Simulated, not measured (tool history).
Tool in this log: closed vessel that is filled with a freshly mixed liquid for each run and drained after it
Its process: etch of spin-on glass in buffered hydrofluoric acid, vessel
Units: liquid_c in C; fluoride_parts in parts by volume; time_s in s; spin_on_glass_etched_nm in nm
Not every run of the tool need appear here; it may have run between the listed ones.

run	hour	liquid_c	fluoride_parts	time_s	spin_on_glass_etched_nm
1	0.0	24.0	9.5	30	129.69
2	2.6	24.0	9.5	30	129.83
3	6.0	26.5	8.5	30	165.52
4	6.6	28.5	8.0	30	193.30
5	9.7	28.5	8.0	30	192.82
6	10.6	29.5	7.5	30	218.54
7	16.7	30.5	7.5	30	235.05

Run 8 comes next. What will it give?
8	24.4	31.0	7.5	30	?

{"run 8": {"spin_on_glass_etched_nm": 237.82}}
